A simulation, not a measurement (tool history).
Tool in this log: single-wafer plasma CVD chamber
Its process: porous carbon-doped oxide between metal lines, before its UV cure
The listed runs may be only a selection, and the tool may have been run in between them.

run  hour  heater temperature setpoint (°C)  RF power (kW)  deposition time (s)  mean film thickness on the monitor wafer (angstrom)
  1   0.0                               310          0.385                 16.1                                               701.63
  2   7.3                               310          0.360                 16.1                                               678.12
  3  11.3                               310          0.360                 16.1                                               681.81
  4  17.1                               306          0.365                 16.1                                               694.30
  5  20.8                               306          0.365                 16.6                                               716.66
  6  22.1                               296          0.365                 16.6                                               750.36
  7  28.3                               294          0.365                 16.6                                               763.91

Predict the results of run 8:
  8  33.2                               293          0.365                 16.6                                                    ?

Run 8 measured mean film thickness on the monitor wafer (angstrom) 766.49.
